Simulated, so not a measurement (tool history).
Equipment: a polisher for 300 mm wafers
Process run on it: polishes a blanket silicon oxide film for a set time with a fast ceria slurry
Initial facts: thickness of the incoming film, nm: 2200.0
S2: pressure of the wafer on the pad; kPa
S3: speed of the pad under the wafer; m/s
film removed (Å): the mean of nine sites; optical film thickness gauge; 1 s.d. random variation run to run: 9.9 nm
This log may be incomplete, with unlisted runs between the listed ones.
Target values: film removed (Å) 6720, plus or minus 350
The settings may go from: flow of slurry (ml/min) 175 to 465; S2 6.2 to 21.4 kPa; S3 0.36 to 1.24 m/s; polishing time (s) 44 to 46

{"run": 1, "hour": 0.0, "flow of slurry (ml/min)": 295, "S2": 13.8, "S3": 0.8, "polishing time (s)": 44, "film removed (Å)": 4280.5}
{"run": 2, "hour": 3.7, "flow of slurry (ml/min)": 295, "S2": 13.8, "S3": 0.8, "polishing time (s)": 46, "film removed (Å)": 4464}
{"run": 3, "hour": 9.6, "flow of slurry (ml/min)": 230, "S2": 13.8, "S3": 0.8, "polishing time (s)": 46, "film removed (Å)": 4257.5}
{"run": 4, "hour": 18.0, "flow of slurry (ml/min)": 230, "S2": 11, "S3": 0.8, "polishing time (s)": 46, "film removed (Å)": 3392.7}
{"run": 5, "hour": 25.7, "flow of slurry (ml/min)": 235, "S2": 12.4, "S3": 0.8, "polishing time (s)": 46, "film removed (Å)": 3842.6}
{"run": 6, "hour": 30.7, "flow of slurry (ml/min)": 235, "S2": 12.4, "S3": 0.8, "polishing time (s)": 44, "film removed (Å)": 3806.5}
{"run": 7, "hour": 31.6, "flow of slurry (ml/min)": 235, "S2": 13.8, "S3": 0.8, "polishing time (s)": 44, "film removed (Å)": 4179.3}
{"run": 8, "hour": 34.4, "flow of slurry (ml/min)": 235, "S2": 14.5, "S3": 0.8, "polishing time (s)": 44, "film removed (Å)": 4308}
{"run": 9, "hour": 36.1, "flow of slurry (ml/min)": 240, "S2": 15.2, "S3": 0.8, "polishing time (s)": 44, "film removed (Å)": 4400.2}
{"run": 10, "hour": 42.3, "flow of slurry (ml/min)": 240, "S2": 15.2, "S3": 0.8, "polishing time (s)": 44, "film removed (Å)": 4584.4}
{"run": 11, "hour": 43.7, "flow of slurry (ml/min)": 240, "S2": 19.3, "S3": 0.84, "polishing time (s)": 44, "film removed (Å)": 6164.4}
{"run": 12, "hour": 44.4, "flow of slurry (ml/min)": 245, "S2": 20, "S3": 0.84, "polishing time (s)": 44, "film removed (Å)": 6117.1}

Exactly one of the 5 candidate moves below puts every result within its allowed miss. Which one?
{"run": "A", "hour": 45.1, "flow of slurry (ml/min)": 220, "S2": 18.6, "S3": 0.88, "polishing time (s)": 44, "film removed (Å)": "?"}
{"run": "B", "hour": 45.1, "flow of slurry (ml/min)": 310, "S2": 21.4, "S3": 0.92, "polishing time (s)": 46, "film removed (Å)": "?"}
{"run": "C", "hour": 45.1, "flow of slurry (ml/min)": 200, "S2": 17.9, "S3": 0.78, "polishing time (s)": 45, "film removed (Å)": "?"}
{"run": "D", "hour": 45.1, "flow of slurry (ml/min)": 235, "S2": 19.3, "S3": 0.84, "polishing time (s)": 44, "film removed (Å)": "?"}
{"run": "E", "hour": 45.1, "flow of slurry (ml/min)": 275, "S2": 20, "S3": 0.84, "polishing time (s)": 46, "film removed (Å)": "?"}

move=A film_removed_(Å)=5973.9
move=B film_removed_(Å)=7769.2
move=C film_removed_(Å)=5163.3
move=D film_removed_(Å)=5969.8
move=E film_removed_(Å)=6581.3
A: moves away from the targets compared with the last run
B: moves the result that the last run missed by most past its target, out the other side
C: moves away from the targets compared with the last run
D: moves away from the targets compared with the last run
E: all results land within tolerance of their targets
The right move is E.

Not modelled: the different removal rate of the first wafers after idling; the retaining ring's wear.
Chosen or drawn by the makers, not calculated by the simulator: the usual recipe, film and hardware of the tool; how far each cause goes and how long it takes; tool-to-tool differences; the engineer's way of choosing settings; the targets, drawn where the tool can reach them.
